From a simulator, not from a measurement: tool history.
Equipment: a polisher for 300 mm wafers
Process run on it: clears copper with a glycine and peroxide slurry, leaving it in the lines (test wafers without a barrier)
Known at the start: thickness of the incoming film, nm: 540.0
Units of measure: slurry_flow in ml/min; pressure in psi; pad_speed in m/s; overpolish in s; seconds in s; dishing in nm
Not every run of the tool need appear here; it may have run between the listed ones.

| run | day | slurry_flow | pressure | pad_speed | overpolish | seconds | dishing |
|---|---|---|---|---|---|---|---|
| 1 | 0 | 255 | 2.3 | 1.14 | 28 | 97.886 | 52.075 |
| 2 | 0.238 | 255 | 2.3 | 1.14 | 36 | 100.38 | 55.552 |
| 3 | 0.308 | 255 | 2.6 | 1.14 | 36 | 88.846 | 57.832 |
| 4 | 0.367 | 240 | 2.6 | 1.18 | 32 | 87.103 | 55.819 |
| 5 | 0.667 | 240 | 2.6 | 1.38 | 32 | 76.353 | 58.191 |
| 6 | 0.821 | 225 | 2.5 | 1.44 | 28 | 75.38 | 55.664 |
| 7 | 0.971 | 215 | 2.4 | 1.5 | 25 | 77.678 | 54.365 |
| 8 | 1.338 | 245 | 2.6 | 1.38 | 22 | 77.39 | 51.984 |

Predict the results of run 9:
| 9 | 1.583 | 270 | 2.7 | 1.34 | 20 | ? | ? |

Run 9 came out at seconds 75.823 s, dishing 50.092 nm.
